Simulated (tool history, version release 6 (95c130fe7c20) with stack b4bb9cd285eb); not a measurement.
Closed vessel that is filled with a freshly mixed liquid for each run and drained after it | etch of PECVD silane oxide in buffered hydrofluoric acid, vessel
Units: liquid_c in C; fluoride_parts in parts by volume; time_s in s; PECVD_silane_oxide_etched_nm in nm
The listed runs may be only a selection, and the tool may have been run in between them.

run    day  liquid_c  fluoride_parts  time_s  PECVD_silane_oxide_etched_nm
  1      0        21            20.5      95                        155.78
  2    0.1        21              26      95                        132.98
  3  0.242        21            20.5      95                        156.35
  4  0.321        20            22.5      95                        139.12
  5  0.504        20            22.5     105                        152.14
  6  0.662        20            20.5     105                        163.72
  7  0.858        19              23     105                        143.42

What will run 8 give?
  8  1.15        17            29.5     105                             ?

{"run 8": {"PECVD_silane_oxide_etched_nm": 108.15}}

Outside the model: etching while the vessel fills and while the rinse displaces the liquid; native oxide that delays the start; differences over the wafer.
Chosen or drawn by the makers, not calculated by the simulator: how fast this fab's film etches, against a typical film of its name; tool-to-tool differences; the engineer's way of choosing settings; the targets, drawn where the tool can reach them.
